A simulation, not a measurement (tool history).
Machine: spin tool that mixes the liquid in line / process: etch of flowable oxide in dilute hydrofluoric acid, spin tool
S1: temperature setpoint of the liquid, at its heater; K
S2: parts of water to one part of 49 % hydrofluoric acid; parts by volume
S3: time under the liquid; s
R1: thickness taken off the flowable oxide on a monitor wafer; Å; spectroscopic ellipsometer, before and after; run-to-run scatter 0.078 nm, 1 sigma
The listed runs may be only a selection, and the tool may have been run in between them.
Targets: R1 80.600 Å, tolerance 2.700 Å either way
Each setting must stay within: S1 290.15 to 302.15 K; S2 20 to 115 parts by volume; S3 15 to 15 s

{"run": 1, "hour": 0.0, "S1": 294.15, "S2": 65, "S3": 15, "R1": 117.84}
{"run": 2, "hour": 2.6, "S1": 294.15, "S2": 50, "S3": 15, "R1": 156.43}
{"run": 3, "hour": 7.4, "S1": 294.15, "S2": 50, "S3": 15, "R1": 157.9}
{"run": 4, "hour": 9.0, "S1": 297.15, "S2": 50, "S3": 15, "R1": 181.0}
{"run": 5, "hour": 11.8, "S1": 297.15, "S2": 50, "S3": 15, "R1": 176.26}
{"run": 6, "hour": 15.6, "S1": 297.15, "S2": 60, "S3": 15, "R1": 148.02}
{"run": 7, "hour": 21.5, "S1": 296.15, "S2": 60, "S3": 15, "R1": 142.91}
{"run": 8, "hour": 25.1, "S1": 295.65, "S2": 60, "S3": 15, "R1": 140.14}
{"run": 9, "hour": 29.4, "S1": 295.15, "S2": 60, "S3": 15, "R1": 135.4}
{"run": 10, "hour": 34.2, "S1": 294.65, "S2": 60, "S3": 15, "R1": 133.8}
{"run": 11, "hour": 41.6, "S1": 294.15, "S2": 60, "S3": 15, "R1": 131.48}
{"run": 12, "hour": 42.2, "S1": 293.65, "S2": 60, "S3": 15, "R1": 129.69}
{"run": 13, "hour": 45.1, "S1": 293.65, "S2": 60, "S3": 15, "R1": 129.25}
{"run": 14, "hour": 53.5, "S1": 293.15, "S2": 60, "S3": 15, "R1": 124.43}
{"run": 15, "hour": 55.8, "S1": 293.15, "S2": 60, "S3": 15, "R1": 125.66}
{"run": 16, "hour": 58.2, "S1": 292.65, "S2": 60, "S3": 15, "R1": 122.98}
{"run": 17, "hour": 60.0, "S1": 290.15, "S2": 85, "S3": 15, "R1": 75.311}

4 candidate next runs follow, results not yet known. Just one meets every target within its allowed miss. Identify it.
{"run": "A", "hour": 61.8, "S1": 291.15, "S2": 90, "S3": 15, "R1": "?"}
{"run": "B", "hour": 61.8, "S1": 290.15, "S2": 95, "S3": 15, "R1": "?"}
{"run": "C", "hour": 61.8, "S1": 290.15, "S2": 80, "S3": 15, "R1": "?"}
{"run": "D", "hour": 61.8, "S1": 290.15, "S2": 90, "S3": 15, "R1": "?"}

move=A R1=73.055
move=B R1=65.999
move=C R1=79.629
move=D R1=70.032
A: moves away from the targets compared with the last run
B: moves away from the targets compared with the last run
C: in spec on every target
D: moves away from the targets compared with the last run
So the answer is move C, the one that meets all the targets.
